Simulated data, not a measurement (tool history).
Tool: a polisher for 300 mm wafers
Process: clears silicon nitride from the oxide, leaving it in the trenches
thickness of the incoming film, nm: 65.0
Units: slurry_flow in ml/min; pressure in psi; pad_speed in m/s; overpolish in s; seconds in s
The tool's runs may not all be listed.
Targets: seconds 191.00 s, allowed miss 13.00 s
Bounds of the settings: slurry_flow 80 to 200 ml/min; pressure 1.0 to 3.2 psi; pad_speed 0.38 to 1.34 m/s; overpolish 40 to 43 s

{"run": 1, "day": 0.0, "slurry_flow": 130, "pressure": 2.1, "pad_speed": 0.86, "overpolish": 40, "seconds": 113.7}
{"run": 2, "day": 0.121, "slurry_flow": 130, "pressure": 2.0, "pad_speed": 0.84, "overpolish": 40, "seconds": 120.47}
{"run": 3, "day": 0.442, "slurry_flow": 130, "pressure": 2.0, "pad_speed": 1.0, "overpolish": 40, "seconds": 103.42}
{"run": 4, "day": 0.788, "slurry_flow": 105, "pressure": 2.0, "pad_speed": 1.0, "overpolish": 40, "seconds": 108.99}
{"run": 5, "day": 0.988, "slurry_flow": 80, "pressure": 2.0, "pad_speed": 1.0, "overpolish": 40, "seconds": 117.4}
{"run": 6, "day": 1.121, "slurry_flow": 80, "pressure": 2.0, "pad_speed": 1.1, "overpolish": 40, "seconds": 107.32}
{"run": 7, "day": 1.392, "slurry_flow": 80, "pressure": 1.9, "pad_speed": 1.08, "overpolish": 40, "seconds": 116.43}
{"run": 8, "day": 1.712, "slurry_flow": 80, "pressure": 1.8, "pad_speed": 1.08, "overpolish": 40, "seconds": 122.0}
{"run": 9, "day": 1.938, "slurry_flow": 80, "pressure": 1.7, "pad_speed": 1.06, "overpolish": 40, "seconds": 125.92}
{"run": 10, "day": 2.054, "slurry_flow": 80, "pressure": 1.6, "pad_speed": 1.04, "overpolish": 40, "seconds": 140.93}
{"run": 11, "day": 2.304, "slurry_flow": 80, "pressure": 1.5, "pad_speed": 1.04, "overpolish": 40, "seconds": 154.95}
{"run": 12, "day": 2.358, "slurry_flow": 80, "pressure": 1.3, "pad_speed": 1.02, "overpolish": 40, "seconds": 175.27}

Which of these 5 next moves meets every target?
{"run": "A", "day": 2.412, "slurry_flow": 80, "pressure": 1.6, "pad_speed": 0.92, "overpolish": 40, "seconds": "?"}
{"run": "B", "day": 2.412, "slurry_flow": 150, "pressure": 1.1, "pad_speed": 1.14, "overpolish": 43, "seconds": "?"}
{"run": "C", "day": 2.412, "slurry_flow": 80, "pressure": 1.3, "pad_speed": 1.14, "overpolish": 40, "seconds": "?"}
{"run": "D", "day": 2.412, "slurry_flow": 85, "pressure": 1.4, "pad_speed": 0.84, "overpolish": 40, "seconds": "?"}
{"run": "E", "day": 2.412, "slurry_flow": 145, "pressure": 1.4, "pad_speed": 0.92, "overpolish": 40, "seconds": "?"}

move=A seconds=161.96
move=B seconds=158.36
move=C seconds=160.30
move=D seconds=196.65
move=E seconds=156.21
A: further off than the last run
B: further off than the last run
C: further off than the last run
D: meets every target
E: further off than the last run
Move D is the one to make.

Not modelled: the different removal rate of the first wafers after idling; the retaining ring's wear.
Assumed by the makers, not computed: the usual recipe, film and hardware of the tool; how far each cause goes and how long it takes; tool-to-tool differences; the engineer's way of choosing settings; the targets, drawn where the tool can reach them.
